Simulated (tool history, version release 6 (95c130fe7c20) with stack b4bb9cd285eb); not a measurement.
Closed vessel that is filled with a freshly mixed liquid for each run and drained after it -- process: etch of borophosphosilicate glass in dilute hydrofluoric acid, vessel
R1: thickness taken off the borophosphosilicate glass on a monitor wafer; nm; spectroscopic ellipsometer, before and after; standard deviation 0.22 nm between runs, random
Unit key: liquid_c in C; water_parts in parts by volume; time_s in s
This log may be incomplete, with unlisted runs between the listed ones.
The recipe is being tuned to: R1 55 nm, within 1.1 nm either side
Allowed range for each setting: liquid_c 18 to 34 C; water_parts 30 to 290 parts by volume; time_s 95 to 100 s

run 1 hour=0 | liquid_c=26 water_parts=160 time_s=95 | R1=42.763
run 2 hour=6.1 | liquid_c=27.5 water_parts=160 time_s=95 | R1=45.036
run 3 hour=14.4 | liquid_c=27.5 water_parts=215 time_s=95 | R1=31.507
run 4 hour=21.8 | liquid_c=29 water_parts=205 time_s=95 | R1=35.231
run 5 hour=24.1 | liquid_c=30 water_parts=195 time_s=95 | R1=38.819
run 6 hour=33 | liquid_c=31 water_parts=185 time_s=95 | R1=42.649
run 7 hour=40.2 | liquid_c=31.5 water_parts=180 time_s=95 | R1=45.31
run 8 hour=45.4 | liquid_c=32 water_parts=175 time_s=95 | R1=47.481
run 9 hour=54.7 | liquid_c=32.5 water_parts=170 time_s=95 | R1=50.126
run 10 hour=57.3 | liquid_c=33 water_parts=170 time_s=95 | R1=50.97
run 11 hour=62.1 | liquid_c=33 water_parts=170 time_s=95 | R1=50.999
run 12 hour=67.4 | liquid_c=33.5 water_parts=165 time_s=95 | R1=53.135

Exactly one of the 4 candidate moves below puts every result within its allowed miss. Which one?
run A hour=72.7 | liquid_c=33 water_parts=160 time_s=100 | R1=?
run B hour=72.7 | liquid_c=32.5 water_parts=150 time_s=95 | R1=?
run C hour=72.7 | liquid_c=31.5 water_parts=160 time_s=100 | R1=?
run D hour=72.7 | liquid_c=34 water_parts=165 time_s=100 | R1=?

move=A R1=57.812
move=B R1=58.375
move=C R1=54.871
move=D R1=57.614
A: takes the result that was furthest off past its target
B: takes the result that was furthest off past its target
C: every result lands within tolerance
D: takes the result that was furthest off past its target
The right move is C.
